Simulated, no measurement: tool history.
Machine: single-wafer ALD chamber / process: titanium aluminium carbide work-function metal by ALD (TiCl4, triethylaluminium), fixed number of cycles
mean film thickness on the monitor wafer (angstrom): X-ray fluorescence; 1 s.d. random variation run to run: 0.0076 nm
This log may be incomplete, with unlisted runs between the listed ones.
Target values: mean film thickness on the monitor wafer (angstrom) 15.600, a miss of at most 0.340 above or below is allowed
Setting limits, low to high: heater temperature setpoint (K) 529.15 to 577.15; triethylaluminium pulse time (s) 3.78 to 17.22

run,hour,heater temperature setpoint (K),triethylaluminium pulse time (s),mean film thickness on the monitor wafer (angstrom)
1,0.0,553.15,10.50,17.420
2,7.1,548.15,9.84,17.277
3,7.6,543.15,8.15,16.394
4,11.4,552.15,8.15,17.108
5,17.1,552.15,10.37,17.492
6,18.0,552.15,8.71,17.147
7,24.4,552.15,8.71,17.142
8,28.2,547.15,7.89,16.756
9,35.9,535.15,5.23,14.899
10,40.9,537.15,5.41,15.071
11,43.0,538.15,5.55,15.078
12,51.0,538.15,5.55,15.216
13,54.0,539.15,5.65,15.076

Which of these 5 next moves meets every target?
A,57.0,545.15,7.53,?
B,57.0,543.15,5.83,?
C,57.0,534.15,4.82,?
D,57.0,542.15,4.33,?
E,57.0,538.15,4.98,?

move,mean film thickness on the monitor wafer (angstrom)
A,16.489
B,15.678
C,14.521
D,14.682
E,14.877
A: moves the result that the last run missed by most past its target, out the other side
B: every result within its allowed miss
C: the biggest miss grows against the last run
D: the biggest miss grows against the last run
E: the biggest miss grows against the last run
The right move is B.
